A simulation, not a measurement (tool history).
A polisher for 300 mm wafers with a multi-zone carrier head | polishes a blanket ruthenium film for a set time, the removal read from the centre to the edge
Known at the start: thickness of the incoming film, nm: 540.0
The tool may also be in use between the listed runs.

| run | day | flow of slurry (ml/min) | pressure of the head's centre zone | pressure of the head's middle zone | pressure of the head's edge zone | polishing time (s) | film removed at the wafer's centre (angstrom) | film removed at mid-radius (angstrom) | film removed at the wafer's edge (angstrom) |
|---|---|---|---|---|---|---|---|---|---|
| 1 | 0 | 260 | 1 | 1 | 1 | 80 | 1109.3 | 1104.4 | 1097.6 |
| 2 | 0.288 | 260 | 0.94 | 1 | 1 | 80 | 1056.8 | 1115.7 | 1105.7 |
| 3 | 0.575 | 260 | 0.94 | 1 | 1 | 95 | 1247.3 | 1341.2 | 1315.8 |
| 4 | 0.804 | 260 | 0.94 | 1.05 | 1 | 95 | 1259.3 | 1383.4 | 1330 |
| 5 | 0.962 | 260 | 0.94 | 1.05 | 1 | 76 | 1009.9 | 1089.6 | 1054.2 |
| 6 | 1.017 | 270 | 1 | 1.01 | 1.06 | 83 | 1145.2 | 1177.9 | 1192.1 |
| 7 | 1.238 | 285 | 1.06 | 0.97 | 1.1 | 87 | 1275.8 | 1196.5 | 1281.7 |

The next listed run, before its measurement:
| 8 | 1.421 | 300 | 1.09 | 0.96 | 1.13 | 90 | ? | ? | ? |

film removed at the wafer's centre (angstrom): 1345.5
film removed at mid-radius (angstrom): 1230.3
film removed at the wafer's edge (angstrom): 1336.7
